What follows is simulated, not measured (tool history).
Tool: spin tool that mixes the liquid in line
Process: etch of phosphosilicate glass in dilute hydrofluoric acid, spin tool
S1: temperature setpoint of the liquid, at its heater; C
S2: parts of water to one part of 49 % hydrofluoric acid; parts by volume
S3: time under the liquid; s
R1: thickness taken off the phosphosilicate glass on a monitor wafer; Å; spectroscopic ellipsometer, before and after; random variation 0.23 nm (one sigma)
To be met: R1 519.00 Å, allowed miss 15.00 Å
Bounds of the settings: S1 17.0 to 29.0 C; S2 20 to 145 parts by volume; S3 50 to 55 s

| run | day | S1 | S2 | S3 | R1 |
|---|---|---|---|---|---|
| 1 | 0.000 | 21.0 | 80 | 50 | 561.60 |
| 2 | 0.367 | 21.0 | 80 | 55 | 625.22 |
| 3 | 0.425 | 20.0 | 80 | 55 | 589.40 |
| 4 | 0.612 | 19.5 | 80 | 55 | 582.85 |
| 5 | 0.938 | 19.5 | 55 | 55 | 872.96 |
| 6 | 1.042 | 19.5 | 55 | 50 | 791.17 |
| 7 | 1.304 | 18.5 | 60 | 50 | 691.08 |
| 8 | 1.625 | 18.0 | 65 | 50 | 622.04 |
| 9 | 1.808 | 17.5 | 70 | 50 | 560.53 |
| 10 | 1.992 | 17.0 | 70 | 50 | 549.68 |
| 11 | 2.171 | 17.0 | 70 | 50 | 550.40 |

Which of these 4 next moves meets every target?
| A | 2.350 | 17.5 | 75 | 50 | ? |
| B | 2.350 | 19.0 | 80 | 55 | ? |
| C | 2.350 | 17.5 | 70 | 55 | ? |
| D | 2.350 | 19.0 | 75 | 55 | ? |

| move | R1 |
|---|---|
| A | 518.14 |
| B | 566.98 |
| C | 613.86 |
| D | 608.04 |
A: meets every target
B: further off than the last run
C: further off than the last run
D: further off than the last run
Move A is the one to make.
